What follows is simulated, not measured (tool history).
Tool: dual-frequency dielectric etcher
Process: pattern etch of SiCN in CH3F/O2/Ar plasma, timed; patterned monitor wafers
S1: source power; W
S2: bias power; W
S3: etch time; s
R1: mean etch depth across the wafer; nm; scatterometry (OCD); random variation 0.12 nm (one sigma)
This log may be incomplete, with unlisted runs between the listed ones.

Run 1, hour 0.0: S1 310 W, S2 58 W, S3 82.5 s. Result: R1 26.011 nm.
Run 2, hour 5.1: S1 310 W, S2 58 W, S3 82.5 s. Result: R1 25.792 nm.
Run 3, hour 12.6: S1 310 W, S2 58 W, S3 86.5 s. Result: R1 26.844 nm.
Run 4, hour 19.0: S1 310 W, S2 58 W, S3 86.5 s. Result: R1 27.211 nm.
Run 5, hour 20.9: S1 310 W, S2 58 W, S3 86.5 s. Result: R1 27.163 nm.
Run 6, hour 29.5: S1 350 W, S2 58 W, S3 86.5 s. Result: R1 28.219 nm.

Run 7, settings as shown, results not yet in. Your forecast:
Run 7, hour 36.7: S1 290 W, S2 47 W, S3 85.5 s. Result: R1 ?.

R1: 24.578 nm

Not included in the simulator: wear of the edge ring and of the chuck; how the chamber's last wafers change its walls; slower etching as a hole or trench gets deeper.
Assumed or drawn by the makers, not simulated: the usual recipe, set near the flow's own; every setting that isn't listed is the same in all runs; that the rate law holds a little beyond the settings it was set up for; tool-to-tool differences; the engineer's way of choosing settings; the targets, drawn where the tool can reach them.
